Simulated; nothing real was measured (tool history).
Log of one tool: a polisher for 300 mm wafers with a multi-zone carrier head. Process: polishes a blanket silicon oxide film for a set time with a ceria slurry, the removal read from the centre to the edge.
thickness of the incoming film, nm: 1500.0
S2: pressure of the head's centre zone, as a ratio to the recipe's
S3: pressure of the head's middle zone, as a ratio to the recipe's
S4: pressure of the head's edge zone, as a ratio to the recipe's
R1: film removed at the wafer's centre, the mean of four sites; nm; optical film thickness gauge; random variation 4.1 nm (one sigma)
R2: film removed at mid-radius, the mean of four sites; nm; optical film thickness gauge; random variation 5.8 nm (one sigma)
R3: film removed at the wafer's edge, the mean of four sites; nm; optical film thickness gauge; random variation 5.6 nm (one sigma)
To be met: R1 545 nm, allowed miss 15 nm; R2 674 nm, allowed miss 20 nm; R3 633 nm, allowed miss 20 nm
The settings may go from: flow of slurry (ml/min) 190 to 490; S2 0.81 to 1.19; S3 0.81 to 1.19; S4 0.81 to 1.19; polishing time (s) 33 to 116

{"run": 1, "hour": 0.0, "flow of slurry (ml/min)": 315, "S2": 1, "S3": 1, "S4": 1, "polishing time (s)": 74, "R1": 576.46, "R2": 563.12, "R3": 579.41}
{"run": 2, "hour": 2.2, "flow of slurry (ml/min)": 325, "S2": 0.98, "S3": 1.03, "S4": 1.02, "polishing time (s)": 74, "R1": 567.01, "R2": 579.31, "R3": 592.8}
{"run": 3, "hour": 11.0, "flow of slurry (ml/min)": 325, "S2": 0.98, "S3": 0.96, "S4": 1.02, "polishing time (s)": 74, "R1": 566.01, "R2": 547.65, "R3": 594.59}
{"run": 4, "hour": 15.7, "flow of slurry (ml/min)": 325, "S2": 0.98, "S3": 0.96, "S4": 1.06, "polishing time (s)": 74, "R1": 566.81, "R2": 545.66, "R3": 599.71}
{"run": 5, "hour": 19.5, "flow of slurry (ml/min)": 325, "S2": 0.94, "S3": 0.96, "S4": 1.06, "polishing time (s)": 74, "R1": 541.01, "R2": 550.55, "R3": 606.5}
{"run": 6, "hour": 20.2, "flow of slurry (ml/min)": 325, "S2": 0.94, "S3": 0.96, "S4": 1.06, "polishing time (s)": 81, "R1": 591.12, "R2": 600.65, "R3": 669.05}
{"run": 7, "hour": 25.1, "flow of slurry (ml/min)": 325, "S2": 0.94, "S3": 0.96, "S4": 1.06, "polishing time (s)": 81, "R1": 588.53, "R2": 593.06, "R3": 669.07}
{"run": 8, "hour": 31.7, "flow of slurry (ml/min)": 330, "S2": 0.86, "S3": 1.06, "S4": 0.96, "polishing time (s)": 80, "R1": 540.52, "R2": 650.54, "R3": 626.08}
{"run": 9, "hour": 35.2, "flow of slurry (ml/min)": 335, "S2": 0.86, "S3": 1.07, "S4": 0.96, "polishing time (s)": 80, "R1": 541.1, "R2": 642.12, "R3": 619.02}

5 next moves are on the table. One of them brings every result within its allowed miss. Which?
{"run": "A", "hour": 38.7, "flow of slurry (ml/min)": 295, "S2": 0.93, "S3": 1, "S4": 0.97, "polishing time (s)": 80, "R1": "?", "R2": "?", "R3": "?"}
{"run": "B", "hour": 38.7, "flow of slurry (ml/min)": 380, "S2": 0.89, "S3": 1, "S4": 1.02, "polishing time (s)": 76, "R1": "?", "R2": "?", "R3": "?"}
{"run": "C", "hour": 38.7, "flow of slurry (ml/min)": 335, "S2": 0.84, "S3": 1.07, "S4": 0.82, "polishing time (s)": 82, "R1": "?", "R2": "?", "R3": "?"}
{"run": "D", "hour": 38.7, "flow of slurry (ml/min)": 360, "S2": 0.95, "S3": 1, "S4": 0.89, "polishing time (s)": 76, "R1": "?", "R2": "?", "R3": "?"}
{"run": "E", "hour": 38.7, "flow of slurry (ml/min)": 350, "S2": 0.84, "S3": 1.07, "S4": 0.92, "polishing time (s)": 82, "R1": "?", "R2": "?", "R3": "?"}

move=A R1=571.13 R2=612.01 R3=626.47
move=B R1=530.52 R2=593.1 R3=619.71
move=C R1=534.67 R2=671.81 R3=597.1
move=D R1=564.15 R2=590.72 R3=577.85
move=E R1=536.65 R2=673.97 R3=631.82
A: further off than the last run
B: further off than the last run
C: brings the result that was furthest off to its target, and leaves another outside
D: further off than the last run
E: meets every target
The right move is E.
